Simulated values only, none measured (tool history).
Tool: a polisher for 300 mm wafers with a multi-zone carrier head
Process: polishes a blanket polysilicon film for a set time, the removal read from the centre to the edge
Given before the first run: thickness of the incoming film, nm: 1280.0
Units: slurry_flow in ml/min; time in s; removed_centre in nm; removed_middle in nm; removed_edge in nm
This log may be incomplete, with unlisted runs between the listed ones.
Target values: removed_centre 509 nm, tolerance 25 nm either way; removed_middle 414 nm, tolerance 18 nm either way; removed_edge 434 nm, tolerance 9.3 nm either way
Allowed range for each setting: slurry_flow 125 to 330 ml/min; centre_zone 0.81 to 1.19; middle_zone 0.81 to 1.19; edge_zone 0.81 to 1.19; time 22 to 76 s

Run 1, hour 0: slurry_flow 210 ml/min, centre_zone 1, middle_zone 1, edge_zone 1, time 49 s. Result: removed_centre 543.28 nm, removed_middle 546.88 nm, removed_edge 560.57 nm.
Run 2, hour 6.9: slurry_flow 210 ml/min, centre_zone 1, middle_zone 1, edge_zone 1.07, time 49 s. Result: removed_centre 560.81 nm, removed_middle 544.48 nm, removed_edge 565.48 nm.
Run 3, hour 12.9: slurry_flow 210 ml/min, centre_zone 1, middle_zone 0.94, edge_zone 1.07, time 49 s. Result: removed_centre 541.09 nm, removed_middle 512.11 nm, removed_edge 572.03 nm.
Run 4, hour 14.3: slurry_flow 205 ml/min, centre_zone 1.04, middle_zone 0.95, edge_zone 1.05, time 46 s. Result: removed_centre 528.19 nm, removed_middle 498.35 nm, removed_edge 530.5 nm.
Run 5, hour 17: slurry_flow 215 ml/min, centre_zone 1.07, middle_zone 0.94, edge_zone 1.06, time 44 s. Result: removed_centre 526.17 nm, removed_middle 461.25 nm, removed_edge 515.46 nm.
Run 6, hour 19.7: slurry_flow 215 ml/min, centre_zone 1.14, middle_zone 0.94, edge_zone 1.06, time 44 s. Result: removed_centre 562.19 nm, removed_middle 467.18 nm, removed_edge 511.31 nm.
Run 7, hour 25.6: slurry_flow 210 ml/min, centre_zone 1.15, middle_zone 0.93, edge_zone 1.03, time 43 s. Result: removed_centre 554.79 nm, removed_middle 446.17 nm, removed_edge 494.46 nm.
Run 8, hour 28.2: slurry_flow 200 ml/min, centre_zone 1.15, middle_zone 0.93, edge_zone 1, time 42 s. Result: removed_centre 544.58 nm, removed_middle 428.59 nm, removed_edge 470.16 nm.
Run 9, hour 30.2: slurry_flow 190 ml/min, centre_zone 1.14, middle_zone 0.94, edge_zone 0.99, time 42 s. Result: removed_centre 544.71 nm, removed_middle 429.9 nm, removed_edge 471.34 nm.
Run 10, hour 38.7: slurry_flow 190 ml/min, centre_zone 1.13, middle_zone 0.95, edge_zone 0.97, time 42 s. Result: removed_centre 524.13 nm, removed_middle 432.54 nm, removed_edge 465.25 nm.
Run 11, hour 40.5: slurry_flow 185 ml/min, centre_zone 1.13, middle_zone 0.95, edge_zone 0.95, time 42 s. Result: removed_centre 534.92 nm, removed_middle 442.59 nm, removed_edge 456.74 nm.

Below are 5 possible settings for the next run. Only one of them brings all results inside the allowed miss of their targets. Which is it?
Run A, hour 42.3: slurry_flow 125 ml/min, centre_zone 1.14, middle_zone 0.86, edge_zone 0.94, time 41 s. Result: removed_centre ?, removed_middle ?, removed_edge ?.
Run B, hour 42.3: slurry_flow 195 ml/min, centre_zone 1.19, middle_zone 0.99, edge_zone 1.02, time 38 s. Result: removed_centre ?, removed_middle ?, removed_edge ?.
Run C, hour 42.3: slurry_flow 190 ml/min, centre_zone 1.19, middle_zone 1.1, edge_zone 0.82, time 41 s. Result: removed_centre ?, removed_middle ?, removed_edge ?.
Run D, hour 42.3: slurry_flow 165 ml/min, centre_zone 1.11, middle_zone 1.01, edge_zone 0.89, time 40 s. Result: removed_centre ?, removed_middle ?, removed_edge ?.
Run E, hour 42.3: slurry_flow 195 ml/min, centre_zone 1.06, middle_zone 0.99, edge_zone 0.94, time 44 s. Result: removed_centre ?, removed_middle ?, removed_edge ?.

move  removed_centre  removed_middle  removed_edge
   A          471.83          371.29        430.84
   B          487.45          409.64        432.09
   C          524.58          482.05        419.87
   D          467.81          430.07        420.16
   E          502.37           474.7        481.15
A: gets the furthest-off result to its target, but another result is out of tolerance
B: every result within its allowed miss
C: takes the result that was furthest off past its target
D: takes the result that was furthest off past its target
E: moves away from the targets compared with the last run
The right move is B.
